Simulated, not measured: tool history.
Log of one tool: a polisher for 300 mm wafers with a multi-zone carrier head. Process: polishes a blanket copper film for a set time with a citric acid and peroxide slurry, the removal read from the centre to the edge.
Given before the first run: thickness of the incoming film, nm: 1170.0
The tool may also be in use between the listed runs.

run,hour,flow of slurry (ml/min),pressure of the head's centre zone,pressure of the head's middle zone,pressure of the head's edge zone,abrasive content of the slurry,polishing time (s),film removed at the wafer's centre (angstrom),film removed at mid-radius (angstrom),film removed at the wafer's edge (angstrom)
1,0,310,1,1,1,1,54,1650.1,1659.2,1679.6
2,6.5,260,1,1,1,1,54,1626,1637.1,1654.8
3,13.4,260,1,1,0.92,1,54,1623.3,1629.4,1555.9
4,18.7,260,1,1,0.92,1,44,1332.7,1347.7,1281.6
5,26.8,260,1,1.03,0.92,1,44,1345.4,1358.5,1287.3
6,27.6,265,1.02,1.04,0.98,1.15,47,1488.9,1484,1452.8
7,32.4,275,1.03,1.05,1.02,1.25,50,1603.8,1660.6,1600.8
8,33.8,280,1.05,1.04,1.06,1.3,52,1732.1,1726.5,1727.3
9,42.2,285,1.06,1.04,1.09,1.35,53,1804.9,1754.2,1793

Forecast run 10:
10,43.8,290,1.06,1.04,1.11,1.4,54,?,?,?

Run 10 gave film removed at the wafer's centre (angstrom) 1855.8, film removed at mid-radius (angstrom) 1818.3, film removed at the wafer's edge (angstrom) 1836.8.

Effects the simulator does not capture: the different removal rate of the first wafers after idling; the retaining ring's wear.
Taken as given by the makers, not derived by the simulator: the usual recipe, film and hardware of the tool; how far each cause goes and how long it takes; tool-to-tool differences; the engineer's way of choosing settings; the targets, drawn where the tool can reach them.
